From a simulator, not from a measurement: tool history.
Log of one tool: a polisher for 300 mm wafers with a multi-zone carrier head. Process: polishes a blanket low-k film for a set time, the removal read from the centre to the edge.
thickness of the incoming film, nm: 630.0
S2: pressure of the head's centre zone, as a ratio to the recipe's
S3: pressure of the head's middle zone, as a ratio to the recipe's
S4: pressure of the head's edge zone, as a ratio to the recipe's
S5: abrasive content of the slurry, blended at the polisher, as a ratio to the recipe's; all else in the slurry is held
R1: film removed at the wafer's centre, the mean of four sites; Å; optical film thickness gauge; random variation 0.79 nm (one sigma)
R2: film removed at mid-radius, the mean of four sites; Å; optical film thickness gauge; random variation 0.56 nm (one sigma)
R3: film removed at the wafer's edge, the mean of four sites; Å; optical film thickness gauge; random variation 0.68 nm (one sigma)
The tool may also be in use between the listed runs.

run 1 day=0.000 | flow_of_slurry_(ml/min)=180 S2=1.00 S3=1.00 S4=1.00 S5=1.00 polishing_time_(s)=78 | R1=328.25 R2=315.82 R3=338.87
run 2 day=0.042 | flow_of_slurry_(ml/min)=180 S2=1.00 S3=1.00 S4=1.00 S5=0.90 polishing_time_(s)=78 | R1=320.12 R2=304.21 R3=323.38
run 3 day=0.350 | flow_of_slurry_(ml/min)=180 S2=1.00 S3=1.00 S4=1.00 S5=0.90 polishing_time_(s)=69 | R1=280.44 R2=273.71 R3=283.52
run 4 day=0.538 | flow_of_slurry_(ml/min)=180 S2=1.00 S3=1.00 S4=1.00 S5=0.90 polishing_time_(s)=81 | R1=327.54 R2=322.22 R3=342.01
run 5 day=0.775 | flow_of_slurry_(ml/min)=190 S2=1.04 S3=1.03 S4=1.00 S5=1.05 polishing_time_(s)=82 | R1=369.69 R2=349.38 R3=355.91
run 6 day=1.133 | flow_of_slurry_(ml/min)=190 S2=0.98 S3=1.03 S4=1.00 S5=1.05 polishing_time_(s)=82 | R1=346.28 R2=344.71 R3=357.20

Run 7 comes next. What will it give?
run 7 day=1.358 | flow_of_slurry_(ml/min)=195 S2=1.01 S3=1.04 S4=1.00 S5=1.15 polishing_time_(s)=84 | R1=? R2=? R3=?

{"run 7": {"R1": 381.94, "R2": 366.78, "R3": 387.67}}

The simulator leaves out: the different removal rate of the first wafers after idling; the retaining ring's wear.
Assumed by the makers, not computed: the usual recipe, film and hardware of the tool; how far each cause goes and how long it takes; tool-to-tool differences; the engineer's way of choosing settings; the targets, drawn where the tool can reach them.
